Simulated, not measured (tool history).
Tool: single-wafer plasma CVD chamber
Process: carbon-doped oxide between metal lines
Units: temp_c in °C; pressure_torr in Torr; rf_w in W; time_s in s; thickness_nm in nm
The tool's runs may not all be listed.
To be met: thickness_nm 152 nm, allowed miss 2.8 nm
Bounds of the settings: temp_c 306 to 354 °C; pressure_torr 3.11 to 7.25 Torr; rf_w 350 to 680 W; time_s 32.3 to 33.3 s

run  hour  temp_c  pressure_torr  rf_w  time_s  thickness_nm
  1     0     330           5.18   515    32.3        163.76
  2   1.3     332            5.1   515    32.3        161.95
  3   6.2     333           5.04   515    32.3        162.84
  4   8.1     333           5.04   515    32.3        161.73
  5  13.9     334           4.97   515    32.3        161.47
  6  15.8     335            4.9   510    32.3        160.65
  7  16.5     335           4.87   505    32.3         159.4
  8  19.9     336           4.83   500    32.3        157.54
     20.8  -- RF generator calibrated
  9  20.8     337           4.79   500    32.3        161.34
 10  22.4     337           4.79   490    32.3        160.25
 11  31.1     337           4.73   475    32.3        157.12
 12  34.1     337           4.72   470    32.3        157.96

4 next moves are on the table. One of them brings every result within its allowed miss. Which?
  A  37.1     330           5.19   475      33             ?
  B  37.1     327           4.85   490    32.3             ?
  C  37.1     340           5.07   435    32.3             ?
  D  37.1     336           5.16   500    33.2             ?

move  thickness_nm
   A         166.5
   B        165.35
   C        152.27
   D        168.03
A: further off than the last run
B: further off than the last run
C: meets every target
D: further off than the last run
Answer: C
